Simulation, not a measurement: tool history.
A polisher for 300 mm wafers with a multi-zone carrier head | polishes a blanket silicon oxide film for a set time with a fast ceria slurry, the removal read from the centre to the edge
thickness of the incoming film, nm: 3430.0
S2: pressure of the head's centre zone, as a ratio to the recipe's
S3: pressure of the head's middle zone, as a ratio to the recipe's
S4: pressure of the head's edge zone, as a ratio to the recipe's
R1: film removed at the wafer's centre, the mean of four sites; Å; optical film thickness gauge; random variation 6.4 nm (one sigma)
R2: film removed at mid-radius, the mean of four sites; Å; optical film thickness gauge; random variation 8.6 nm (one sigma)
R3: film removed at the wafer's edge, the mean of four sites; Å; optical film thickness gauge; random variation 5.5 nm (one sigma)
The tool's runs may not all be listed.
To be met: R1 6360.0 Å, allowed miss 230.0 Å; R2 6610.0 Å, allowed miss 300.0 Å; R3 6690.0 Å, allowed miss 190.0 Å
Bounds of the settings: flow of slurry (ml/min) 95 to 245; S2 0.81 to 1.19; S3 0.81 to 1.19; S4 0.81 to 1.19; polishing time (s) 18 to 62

Run 1, hour 0.0: flow of slurry (ml/min) 155, S2 1.00, S3 1.00, S4 1.00, polishing time (s) 40. Result: R1 5200.7 Å, R2 4991.5 Å, R3 5188.1 Å.
Run 2, hour 4.8: flow of slurry (ml/min) 170, S2 1.00, S3 1.03, S4 1.05, polishing time (s) 42. Result: R1 5451.7 Å, R2 5400.1 Å, R3 5608.2 Å.
Run 3, hour 8.4: flow of slurry (ml/min) 170, S2 1.00, S3 1.03, S4 0.97, polishing time (s) 42. Result: R1 5503.3 Å, R2 5559.5 Å, R3 5410.3 Å.
Run 4, hour 14.1: flow of slurry (ml/min) 170, S2 1.00, S3 0.96, S4 0.97, polishing time (s) 42. Result: R1 5543.3 Å, R2 5145.2 Å, R3 5368.4 Å.
Run 5, hour 17.5: flow of slurry (ml/min) 170, S2 1.00, S3 0.96, S4 0.97, polishing time (s) 35. Result: R1 4473.0 Å, R2 4355.4 Å, R3 4496.4 Å.
Run 6, hour 23.2: flow of slurry (ml/min) 170, S2 1.00, S3 0.96, S4 0.97, polishing time (s) 42. Result: R1 5511.2 Å, R2 5179.8 Å, R3 5465.5 Å.
Run 7, hour 26.4: flow of slurry (ml/min) 180, S2 1.00, S3 1.00, S4 1.01, polishing time (s) 44. Result: R1 5896.2 Å, R2 5781.9 Å, R3 5800.0 Å.
Run 8, hour 35.3: flow of slurry (ml/min) 185, S2 0.99, S3 1.01, S4 1.05, polishing time (s) 45. Result: R1 5902.0 Å, R2 5723.5 Å, R3 6060.7 Å.
Run 9, hour 39.3: flow of slurry (ml/min) 185, S2 0.99, S3 1.04, S4 1.07, polishing time (s) 46. Result: R1 5945.2 Å, R2 5946.8 Å, R3 6257.8 Å.
Run 10, hour 44.3: flow of slurry (ml/min) 190, S2 1.00, S3 1.06, S4 1.08, polishing time (s) 47. Result: R1 6255.9 Å, R2 6281.1 Å, R3 6266.5 Å.

Which of these 4 next moves meets every target?
Run A, hour 49.3: flow of slurry (ml/min) 200, S2 1.00, S3 0.97, S4 1.11, polishing time (s) 52. Result: R1 ?, R2 ?, R3 ?.
Run B, hour 49.3: flow of slurry (ml/min) 185, S2 0.85, S3 0.90, S4 1.19, polishing time (s) 51. Result: R1 ?, R2 ?, R3 ?.
Run C, hour 49.3: flow of slurry (ml/min) 150, S2 0.95, S3 1.02, S4 0.99, polishing time (s) 52. Result: R1 ?, R2 ?, R3 ?.
Run D, hour 49.3: flow of slurry (ml/min) 175, S2 1.01, S3 0.98, S4 1.14, polishing time (s) 48. Result: R1 ?, R2 ?, R3 ?.

move      R1      R2      R3
   A  6791.7  6600.1  7169.5
   B  5599.6  6095.3  7219.2
   C  6227.7  6633.5  6666.3
   D  6232.0  6049.5  6627.3
A: takes the result that was furthest off past its target
B: takes the result that was furthest off past its target
C: meets every target
D: brings the result that was furthest off to its target, and leaves another outside
Move C is the one to make.
